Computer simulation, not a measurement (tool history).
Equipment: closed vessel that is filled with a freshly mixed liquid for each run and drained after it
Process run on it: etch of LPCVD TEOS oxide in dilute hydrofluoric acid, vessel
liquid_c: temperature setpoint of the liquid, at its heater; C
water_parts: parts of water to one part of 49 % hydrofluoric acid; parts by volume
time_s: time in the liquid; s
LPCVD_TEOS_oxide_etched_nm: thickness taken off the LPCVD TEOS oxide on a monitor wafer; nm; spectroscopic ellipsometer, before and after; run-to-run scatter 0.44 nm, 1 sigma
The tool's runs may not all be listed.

Run 1, hour 0.0: liquid_c 26.0 C, water_parts 70 parts by volume, time_s 35 s. Result: LPCVD_TEOS_oxide_etched_nm 26.938 nm.
Run 2, hour 8.2: liquid_c 26.0 C, water_parts 70 parts by volume, time_s 30 s. Result: LPCVD_TEOS_oxide_etched_nm 22.794 nm.
Run 3, hour 9.3: liquid_c 27.5 C, water_parts 65 parts by volume, time_s 30 s. Result: LPCVD_TEOS_oxide_etched_nm 26.395 nm.
Run 4, hour 13.2: liquid_c 28.5 C, water_parts 60 parts by volume, time_s 30 s. Result: LPCVD_TEOS_oxide_etched_nm 30.153 nm.
Run 5, hour 19.3: liquid_c 29.5 C, water_parts 55 parts by volume, time_s 30 s. Result: LPCVD_TEOS_oxide_etched_nm 34.640 nm.
Run 6, hour 26.9: liquid_c 30.5 C, water_parts 55 parts by volume, time_s 30 s. Result: LPCVD_TEOS_oxide_etched_nm 35.508 nm.

Forecast run 7:
Run 7, hour 34.6: liquid_c 30.5 C, water_parts 55 parts by volume, time_s 30 s. Result: LPCVD_TEOS_oxide_etched_nm ?.

Logged for run 7: LPCVD_TEOS_oxide_etched_nm 35.849 nm.
